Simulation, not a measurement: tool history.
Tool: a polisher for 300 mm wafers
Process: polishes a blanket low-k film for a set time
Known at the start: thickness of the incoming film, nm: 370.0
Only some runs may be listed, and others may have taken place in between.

run  hour  flow of slurry (ml/min)  pressure of the wafer on the pad (kPa)  speed of the pad under the wafer (cm/s)  abrasive content of the slurry  polishing time (s)  film removed (nm)
  1     0                      305                                    12.4                                      108                               1                  32             16.192
  2   2.6                      255                                    12.4                                      108                               1                  32              15.94
  3     5                      255                                    13.8                                      108                               1                  32             17.383
  4   9.6                      255                                    13.8                                      108                               1                  28             15.148
  5  13.9                      250                                    11.7                                      104                               1                  28             12.633
  6  16.2                      250                                    11.7                                      120                               1                  28             13.757
  7    23                      240                                    10.3                                      118                               1                  28             12.301
  8  24.5                      235                                     9.7                                      118                               1                  28             11.218
  9  25.9                      230                                       9                                      118                               1                  28             10.345
 10  32.3                      225                                     8.3                                      118                               1                  28             9.5317
 11  35.9                      220                                     8.3                                      118                               1                  28             9.6509
 12  37.3                      215                                     8.3                                      118                               1                  28             9.4267
 13  38.7                      210                                     8.3                                      118                               1                  28             9.7749
 14  41.4                      210                                     6.9                                      118                               1                  28             8.0094
 15  50.3                      215                                     6.9                                      118                               1                  28              8.098

Predict the results of run 16:
 16  51.9                      215                                     6.9                                      118                               1                  28                  ?

film removed (nm): 7.8404
